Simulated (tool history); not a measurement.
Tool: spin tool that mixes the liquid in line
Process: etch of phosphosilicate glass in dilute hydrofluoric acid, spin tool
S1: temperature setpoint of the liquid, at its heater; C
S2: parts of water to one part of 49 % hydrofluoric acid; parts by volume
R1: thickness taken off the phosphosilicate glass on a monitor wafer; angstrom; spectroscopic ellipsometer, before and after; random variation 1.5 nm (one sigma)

{"run": 1, "day": 0.0, "S1": 22.0, "S2": 115, "time under the liquid (s)": 55, "R1": 937.7}
{"run": 2, "day": 0.104, "S1": 22.0, "S2": 115, "time under the liquid (s)": 55, "R1": 943.24}
{"run": 3, "day": 0.292, "S1": 23.5, "S2": 115, "time under the liquid (s)": 55, "R1": 981.66}
{"run": 4, "day": 0.658, "S1": 20.5, "S2": 115, "time under the liquid (s)": 55, "R1": 876.02}
{"run": 5, "day": 0.738, "S1": 20.5, "S2": 115, "time under the liquid (s)": 55, "R1": 868.53}
{"run": 6, "day": 0.95, "S1": 20.5, "S2": 85, "time under the liquid (s)": 55, "R1": 1239.1}
{"run": 7, "day": 1.171, "S1": 22.0, "S2": 80, "time under the liquid (s)": 55, "R1": 1402.4}

Forecast run 8:
{"run": 8, "day": 1.446, "S1": 23.0, "S2": 75, "time under the liquid (s)": 55, "R1": "?"}

R1: 1574.40 angstrom
